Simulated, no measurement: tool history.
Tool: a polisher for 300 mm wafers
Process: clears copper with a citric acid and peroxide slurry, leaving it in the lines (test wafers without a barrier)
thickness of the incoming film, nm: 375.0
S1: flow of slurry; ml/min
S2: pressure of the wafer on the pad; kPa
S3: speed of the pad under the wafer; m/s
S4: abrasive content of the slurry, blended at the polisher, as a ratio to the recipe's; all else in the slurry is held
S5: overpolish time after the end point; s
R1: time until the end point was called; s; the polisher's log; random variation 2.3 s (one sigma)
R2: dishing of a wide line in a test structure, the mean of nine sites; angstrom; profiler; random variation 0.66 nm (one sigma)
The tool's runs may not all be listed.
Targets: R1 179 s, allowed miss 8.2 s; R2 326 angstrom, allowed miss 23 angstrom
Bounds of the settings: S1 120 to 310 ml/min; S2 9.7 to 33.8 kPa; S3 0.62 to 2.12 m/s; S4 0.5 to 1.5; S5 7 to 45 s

run	day	S1	S2	S3	S4	S5	R1	R2
1	0	200	21.4	1.36	1	23	118.97	476.11
2	0.129	200	20	1.36	1	23	125.13	448.45
3	0.371	200	22.8	1.36	1	23	110.11	480.97
4	0.529	200	22.8	1.36	1.15	23	110.78	498.01
5	0.858	200	21.4	1.36	1.15	23	114.75	469.44
6	0.892	200	20	1.36	1.15	23	122.84	449.67
7	1.225	200	18.6	1.36	1.15	23	131.72	431.51
8	1.554	200	17.9	1.36	1.15	23	135.05	418.35
9	1.712	200	17.2	1.36	1.15	23	141.44	390.12
10	1.854	200	16.5	1.36	1.15	23	147.63	387.89
11	1.917	200	16.5	1.36	1.15	23	146.89	366.75
12	1.983	200	15.9	1.36	1.15	23	156.02	376.32
13	2.192	195	13.1	1.34	1.15	21	184.51	289.61
14	2.4	200	13.1	1.34	1.15	22	190.15	305.31

Which of these 5 next moves meets every target?
A	2.608	195	13.8	1.34	1.25	23	?	?
B	2.608	195	12.4	1.3	1.15	21	?	?
C	2.608	210	15.2	1.4	1.15	20	?	?
D	2.608	245	13.8	1.4	1.5	27	?	?
E	2.608	240	12.4	1.34	1.2	32	?	?

move	R1	R2
A	173.48	322.72
B	201.14	261.97
C	153.76	319.63
D	155.9	400.26
E	189.59	388.59
A: meets every target
B: further off than the last run
C: takes the result that was furthest off past its target
D: takes the result that was furthest off past its target
E: further off than the last run
Answer: A
